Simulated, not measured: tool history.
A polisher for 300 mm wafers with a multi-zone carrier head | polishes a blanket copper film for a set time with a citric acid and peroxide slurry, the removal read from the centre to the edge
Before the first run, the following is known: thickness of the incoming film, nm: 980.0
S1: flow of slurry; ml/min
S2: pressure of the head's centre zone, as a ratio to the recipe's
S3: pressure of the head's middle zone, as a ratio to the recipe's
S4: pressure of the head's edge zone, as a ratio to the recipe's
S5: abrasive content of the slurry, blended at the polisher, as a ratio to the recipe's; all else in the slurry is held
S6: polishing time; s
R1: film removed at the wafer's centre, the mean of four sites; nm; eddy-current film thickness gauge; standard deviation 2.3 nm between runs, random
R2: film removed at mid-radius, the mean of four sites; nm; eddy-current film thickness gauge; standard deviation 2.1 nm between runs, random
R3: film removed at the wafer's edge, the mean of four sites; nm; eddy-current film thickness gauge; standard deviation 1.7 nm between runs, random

run 1 hour=0 | S1=245 S2=1 S3=1 S4=1 S5=1 S6=63 | R1=205.98 R2=191.46 R3=196.4
run 2 hour=2.1 | S1=245 S2=1 S3=1 S4=0.93 S5=1 S6=63 | R1=200.89 R2=202.86 R3=189.96
run 3 hour=6.4 | S1=245 S2=1.03 S3=0.97 S4=0.93 S5=0.9 S6=60 | R1=193.85 R2=181.13 R3=180.86
run 4 hour=13.7 | S1=245 S2=1.03 S3=0.97 S4=0.93 S5=1 S6=60 | R1=198.87 R2=187.64 R3=180.81
run 5 hour=21.7 | S1=245 S2=1.06 S3=0.96 S4=0.92 S5=0.95 S6=57 | R1=193.18 R2=165.74 R3=171.47
run 6 hour=23.1 | S1=245 S2=1.06 S3=0.96 S4=0.95 S5=0.95 S6=57 | R1=193.31 R2=169.5 R3=173.44

What does the tool deliver on the next run?
run 7 hour=29.1 | S1=245 S2=1.08 S3=0.96 S4=0.93 S5=0.9 S6=55 | R1=? R2=? R3=?

Run 7 measured R1 187.21 nm, R2 166.3 nm, R3 161.49 nm.

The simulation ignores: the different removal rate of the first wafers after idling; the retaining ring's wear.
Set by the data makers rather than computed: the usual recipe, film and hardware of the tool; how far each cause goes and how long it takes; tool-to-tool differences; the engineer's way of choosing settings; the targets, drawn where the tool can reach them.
